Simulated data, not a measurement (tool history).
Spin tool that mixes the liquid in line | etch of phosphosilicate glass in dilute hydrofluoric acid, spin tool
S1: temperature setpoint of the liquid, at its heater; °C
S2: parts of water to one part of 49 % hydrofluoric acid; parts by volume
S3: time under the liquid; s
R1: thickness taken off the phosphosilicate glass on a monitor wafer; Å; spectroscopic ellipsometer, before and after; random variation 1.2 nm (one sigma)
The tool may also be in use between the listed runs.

{"run": 1, "day": 0.0, "S1": 23, "S2": 195, "S3": 70, "R1": 453.19}
{"run": 2, "day": 0.25, "S1": 24.5, "S2": 170, "S3": 70, "R1": 561.69}
{"run": 3, "day": 0.271, "S1": 24.5, "S2": 170, "S3": 70, "R1": 550.56}
{"run": 4, "day": 0.296, "S1": 24.5, "S2": 195, "S3": 70, "R1": 479.83}
{"run": 5, "day": 0.462, "S1": 25.5, "S2": 170, "S3": 70, "R1": 599.68}
{"run": 6, "day": 0.712, "S1": 27.5, "S2": 170, "S3": 70, "R1": 636.59}
{"run": 7, "day": 0.808, "S1": 31, "S2": 90, "S3": 70, "R1": 1517.3}

Run 8 comes next. What will it give?
{"run": 8, "day": 1.167, "S1": 27.5, "S2": 90, "S3": 70, "R1": "?"}

R1: 1328 Å
